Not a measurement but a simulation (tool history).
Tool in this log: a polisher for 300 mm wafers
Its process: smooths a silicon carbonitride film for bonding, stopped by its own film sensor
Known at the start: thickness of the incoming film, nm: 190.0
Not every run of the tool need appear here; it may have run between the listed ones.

| run | hour | flow of slurry (ml/min) | pressure of the wafer on the pad (kPa) | speed of the pad under the wafer (m/s) | abrasive content of the slurry | target thickness at which the film sensor stops the polish (nm) | time until the film sensor stopped the polish (s) |
|---|---|---|---|---|---|---|---|
| 1 | 0.0 | 305 | 17.2 | 0.98 | 1.00 | 169 | 66.082 |
| 2 | 7.4 | 305 | 17.2 | 0.98 | 0.90 | 169 | 72.050 |
| 3 | 11.4 | 305 | 17.2 | 0.98 | 1.05 | 169 | 63.627 |
| 4 | 16.3 | 305 | 18.6 | 1.02 | 1.05 | 169 | 59.292 |
| 5 | 20.8 | 305 | 18.6 | 1.26 | 1.05 | 169 | 49.307 |
| 6 | 28.3 | 305 | 16.5 | 1.26 | 1.05 | 169 | 54.950 |
| 7 | 36.4 | 305 | 16.5 | 1.26 | 1.05 | 169 | 52.938 |
| 8 | 44.7 | 305 | 17.9 | 1.30 | 1.05 | 169 | 49.845 |
| 9 | 49.3 | 305 | 19.3 | 1.34 | 1.05 | 169 | 44.194 |
| 10 | 55.2 | 305 | 20.0 | 1.36 | 1.05 | 169 | 44.424 |
| 11 | 57.3 | 305 | 20.7 | 1.38 | 1.05 | 169 | 40.774 |
| 12 | 62.8 | 305 | 21.4 | 1.40 | 1.05 | 169 | 39.781 |
| 13 | 66.9 | 305 | 22.1 | 1.42 | 1.05 | 169 | 37.842 |
| 14 | 71.6 | 305 | 22.8 | 1.44 | 1.05 | 169 | 36.295 |
| 15 | 74.3 | 305 | 23.4 | 1.46 | 1.05 | 169 | 35.198 |

Estimate the outcome of run 16 from the log above:
| 16 | 78.2 | 305 | 24.1 | 1.46 | 1.05 | 169 | ? |

time until the film sensor stopped the polish (s): 33.703
